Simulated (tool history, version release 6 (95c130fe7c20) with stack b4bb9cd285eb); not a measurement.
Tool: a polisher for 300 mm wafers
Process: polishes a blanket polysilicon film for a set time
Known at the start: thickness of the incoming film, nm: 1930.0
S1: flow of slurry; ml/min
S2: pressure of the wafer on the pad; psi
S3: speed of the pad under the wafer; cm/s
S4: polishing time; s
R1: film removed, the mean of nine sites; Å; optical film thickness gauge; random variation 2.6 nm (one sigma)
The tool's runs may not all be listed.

run 1 hour=0 | S1=175 S2=2.3 S3=86 S4=117 | R1=6337.5
run 2 hour=6.1 | S1=170 S2=2 S3=78 S4=117 | R1=5199.8
run 3 hour=7.2 | S1=170 S2=2 S3=78 S4=117 | R1=5076.2
run 4 hour=15.9 | S1=165 S2=1.7 S3=70 S4=117 | R1=3919.1
run 5 hour=19.6 | S1=160 S2=1.5 S3=68 S4=117 | R1=3453.3
run 6 hour=24.5 | S1=160 S2=1.5 S3=68 S4=117 | R1=3393.7
run 7 hour=31.3 | S1=155 S2=1.4 S3=66 S4=117 | R1=3114.3
run 8 hour=35.1 | S1=150 S2=1.3 S3=66 S4=117 | R1=2793.4
run 9 hour=43.7 | S1=140 S2=1.3 S3=66 S4=117 | R1=2862.6
run 10 hour=51.4 | S1=135 S2=1.2 S3=66 S4=117 | R1=2606.2
run 11 hour=55.1 | S1=130 S2=1.2 S3=66 S4=117 | R1=2607.5
run 12 hour=61.9 | S1=130 S2=1 S3=66 S4=117 | R1=2191.5
run 13 hour=66.6 | S1=135 S2=1 S3=66 S4=117 | R1=2198.6

Forecast run 14:
run 14 hour=70.4 | S1=140 S2=1 S3=66 S4=117 | R1=?

{"run 14": {"R1": 2218.4}}

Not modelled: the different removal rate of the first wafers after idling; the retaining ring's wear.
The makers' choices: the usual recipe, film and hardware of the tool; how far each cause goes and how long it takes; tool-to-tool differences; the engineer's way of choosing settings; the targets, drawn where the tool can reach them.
